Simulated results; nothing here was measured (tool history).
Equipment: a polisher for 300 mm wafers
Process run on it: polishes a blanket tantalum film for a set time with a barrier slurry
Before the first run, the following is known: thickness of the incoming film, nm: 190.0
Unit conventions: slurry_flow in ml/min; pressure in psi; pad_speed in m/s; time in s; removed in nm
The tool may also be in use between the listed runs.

run	hour	slurry_flow	pressure	pad_speed	slurry_solids	time	removed
1	0.0	185	1.6	1.20	1.0	30	50.697
2	7.3	185	1.5	1.18	1.0	30	46.940
3	12.9	210	1.5	1.18	1.0	30	46.704
4	16.0	210	1.2	1.18	1.0	30	37.613
5	24.2	210	1.1	1.18	1.0	30	35.316
6	31.0	210	1.1	1.32	1.0	30	39.192
7	39.4	210	1.1	1.30	1.0	30	38.544
8	44.4	210	1.1	1.28	1.0	30	38.459
9	52.4	210	1.1	1.26	1.0	30	37.643

For run 10, what comes out?
10	55.6	210	1.1	1.26	1.0	30	?

Run 10 yielded removed 37.375 nm.

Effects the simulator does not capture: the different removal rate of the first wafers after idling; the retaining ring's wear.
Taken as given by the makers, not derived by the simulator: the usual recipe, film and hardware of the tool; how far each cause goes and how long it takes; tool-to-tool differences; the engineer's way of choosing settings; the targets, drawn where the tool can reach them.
